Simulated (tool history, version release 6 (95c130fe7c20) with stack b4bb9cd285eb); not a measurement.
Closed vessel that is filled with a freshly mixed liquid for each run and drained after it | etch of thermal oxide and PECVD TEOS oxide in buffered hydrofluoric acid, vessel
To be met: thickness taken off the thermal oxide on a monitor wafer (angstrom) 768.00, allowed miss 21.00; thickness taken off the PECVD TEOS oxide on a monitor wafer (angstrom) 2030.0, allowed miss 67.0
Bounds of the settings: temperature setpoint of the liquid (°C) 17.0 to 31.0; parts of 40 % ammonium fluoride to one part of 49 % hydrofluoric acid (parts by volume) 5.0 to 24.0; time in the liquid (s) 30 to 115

run	hour	temperature setpoint of the liquid (°C)	parts of 40 % ammonium fluoride to one part of 49 % hydrofluoric acid (parts by volume)	time in the liquid (s)	thickness taken off the thermal oxide on a monitor wafer (angstrom)	thickness taken off the PECVD TEOS oxide on a monitor wafer (angstrom)
1	0.0	23.0	14.5	60	507.46	1364.6
2	3.9	24.5	14.5	60	548.02	1452.3
3	6.2	24.5	14.5	50	459.15	1219.2
4	14.4	26.0	13.5	50	533.10	1393.9
5	19.1	26.0	12.0	50	597.77	1568.1
6	20.1	27.0	12.0	50	631.99	1651.2
7	23.4	28.0	12.0	50	665.71	1760.2
8	30.8	28.5	12.0	50	681.45	1813.1
9	38.4	28.5	12.0	50	679.63	1765.3
10	45.4	29.0	12.0	50	705.17	1830.0
11	53.7	29.5	12.0	50	719.82	1877.0
12	57.1	30.0	12.0	50	741.63	1952.6
# hour 58.1: hydrofluoric acid flow meter replaced
13	58.1	30.5	12.0	50	696.49	1818.2
14	60.4	30.5	11.5	50	720.11	1919.4

4 next moves are on the table. One of them brings every result within its allowed miss. Which?
A	62.7	31.0	13.5	60	?	?
B	62.7	30.5	13.0	55	?	?
C	62.7	25.5	5.0	30	?	?
D	62.7	29.5	9.5	45	?	?

move	thickness taken off the thermal oxide on a monitor wafer (angstrom)	thickness taken off the PECVD TEOS oxide on a monitor wafer (angstrom)
A	758.60	2003.2
B	702.90	1856.1
C	709.69	1874.0
D	727.71	1921.6
A: meets every target
B: further off than the last run
C: further off than the last run
D: nearer than the last run, and not there yet
The right move is A.

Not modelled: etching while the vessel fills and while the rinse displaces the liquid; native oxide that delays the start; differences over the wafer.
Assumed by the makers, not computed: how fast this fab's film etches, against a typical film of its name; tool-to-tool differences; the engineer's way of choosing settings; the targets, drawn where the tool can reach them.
